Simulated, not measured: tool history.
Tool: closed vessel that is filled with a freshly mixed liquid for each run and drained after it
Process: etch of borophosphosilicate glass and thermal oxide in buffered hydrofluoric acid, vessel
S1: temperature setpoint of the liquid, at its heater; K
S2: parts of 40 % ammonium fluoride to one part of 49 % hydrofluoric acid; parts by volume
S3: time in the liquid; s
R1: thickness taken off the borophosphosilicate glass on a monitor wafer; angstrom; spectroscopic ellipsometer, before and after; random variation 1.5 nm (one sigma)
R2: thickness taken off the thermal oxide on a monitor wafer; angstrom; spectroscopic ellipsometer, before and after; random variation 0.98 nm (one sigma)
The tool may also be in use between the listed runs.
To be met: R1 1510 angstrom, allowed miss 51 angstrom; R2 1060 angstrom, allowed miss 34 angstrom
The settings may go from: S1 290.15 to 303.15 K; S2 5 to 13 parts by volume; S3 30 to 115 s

| run | hour | S1 | S2 | S3 | R1 | R2 |
|---|---|---|---|---|---|---|
| 1 | 0 | 295.15 | 8 | 60 | 1009 | 713.07 |
| 2 | 4.3 | 296.15 | 8 | 60 | 1078.7 | 739.45 |
| 3 | 9.1 | 296.65 | 8 | 60 | 1088.2 | 760.33 |
| 4 | 10.5 | 297.65 | 8 | 60 | 1167.4 | 824.54 |
| 5 | 12 | 297.65 | 6 | 60 | 1565 | 1099.9 |
| 6 | 21.1 | 297.65 | 5 | 60 | 1816.2 | 1285.8 |
| 7 | 22.6 | 297.15 | 5 | 60 | 1758.9 | 1217.4 |
| 8 | 27.6 | 297.15 | 5 | 60 | 1758.7 | 1233.3 |
| 9 | 33.9 | 297.15 | 5 | 60 | 1760.2 | 1239.8 |
| 10 | 42.8 | 296.65 | 5 | 60 | 1731.6 | 1197.4 |
| 11 | 46.8 | 294.65 | 5.5 | 60 | 1462.9 | 992.85 |
| 12 | 52.7 | 295.15 | 5.5 | 60 | 1474.8 | 1019.6 |

4 next moves are on the table. One of them brings every result within its allowed miss. Which?
| A | 58.6 | 290.15 | 5 | 70 | ? | ? |
| B | 58.6 | 299.15 | 6 | 50 | ? | ? |
| C | 58.6 | 298.65 | 6 | 60 | ? | ? |
| D | 58.6 | 303.15 | 5.5 | 40 | ? | ? |

| move | R1 | R2 |
|---|---|---|
| A | 1419.1 | 980.08 |
| B | 1409.2 | 985.77 |
| C | 1646.7 | 1151.5 |
| D | 1500.2 | 1050.6 |
A: further off than the last run
B: further off than the last run
C: takes the result that was furthest off past its target
D: meets every target
Move D is the one to make.
